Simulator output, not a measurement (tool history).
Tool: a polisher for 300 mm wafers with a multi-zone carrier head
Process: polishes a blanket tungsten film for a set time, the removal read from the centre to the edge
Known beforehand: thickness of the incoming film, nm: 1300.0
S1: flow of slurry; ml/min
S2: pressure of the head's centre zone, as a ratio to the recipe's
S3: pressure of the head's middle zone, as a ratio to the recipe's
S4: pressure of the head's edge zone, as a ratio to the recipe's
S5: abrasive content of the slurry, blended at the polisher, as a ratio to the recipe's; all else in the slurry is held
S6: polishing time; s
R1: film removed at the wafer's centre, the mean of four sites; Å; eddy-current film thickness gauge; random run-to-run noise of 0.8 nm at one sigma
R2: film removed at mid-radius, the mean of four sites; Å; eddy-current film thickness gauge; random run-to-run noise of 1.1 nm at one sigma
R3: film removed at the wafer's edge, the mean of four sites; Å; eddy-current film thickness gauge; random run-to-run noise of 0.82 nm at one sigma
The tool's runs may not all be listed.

run  hour   S1    S2    S3    S4    S5  S6      R1      R2      R3
  1     0  125     1     1     1     1  35  1189.9  1129.8  1123.6
  2   2.5  120  0.98  0.99  0.99  0.95  35  1128.8  1104.7  1086.2
  3   5.3  120  0.98  0.99  0.99   1.1  35  1165.3  1131.9    1114
  4  11.9  115  0.96  0.98  0.98  1.05  35  1104.7  1089.9  1082.3
  5  14.7   90  0.96  0.98  0.98  1.05  35  1026.1  1027.8    1040
  6  20.8   90  0.95  0.97  0.97     1  35  1001.7  1008.9    1024
  7  29.8   90  0.94  0.96  0.96  0.95  35  999.05   973.9  1022.2
  8  34.1   90  0.93  0.97  0.95   0.9  35  978.86  992.72  1015.1
  9  42.1   90  0.93  0.97  0.95   0.9  35  987.07  998.22  1012.5
 10  46.4   90  0.92  0.97  0.95   0.9  35  967.59  979.54  996.45
 11  54.5   90  0.91  0.97  0.95   0.9  35  972.52   982.2  1002.8
 12  59.9   90   0.9  0.97  0.95   0.9  35  951.61  979.48  1016.2
 13  65.4   90  0.89  0.97  0.94  0.85  35  922.51  987.27  985.03

The next listed run, before its measurement:
 14    68  90  0.88  0.96  0.93  0.85  35   ?   ?   ?

R1: 931.68 Å
R2: 977.47 Å
R3: 1001.2 Å
